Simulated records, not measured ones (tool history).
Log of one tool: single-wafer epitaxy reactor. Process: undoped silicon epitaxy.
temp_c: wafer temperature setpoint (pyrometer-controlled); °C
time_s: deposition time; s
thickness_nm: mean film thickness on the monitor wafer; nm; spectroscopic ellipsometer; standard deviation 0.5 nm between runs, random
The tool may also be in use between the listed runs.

run 1 day=0.000 | temp_c=665 time_s=491 | thickness_nm=103.490
run 2 day=0.267 | temp_c=662 time_s=490 | thickness_nm=96.142
run 3 day=0.542 | temp_c=655 time_s=490 | thickness_nm=81.152
run 4 day=0.571 | temp_c=655 time_s=541 | thickness_nm=89.895
run 5 day=0.788 | temp_c=655 time_s=503 | thickness_nm=83.258
run 6 day=0.900 | temp_c=645 time_s=503 | thickness_nm=64.572

Run 7, settings as shown, results not yet in. Your forecast:
run 7 day=1.150 | temp_c=649 time_s=504 | thickness_nm=?

thickness_nm: 71.055 nm
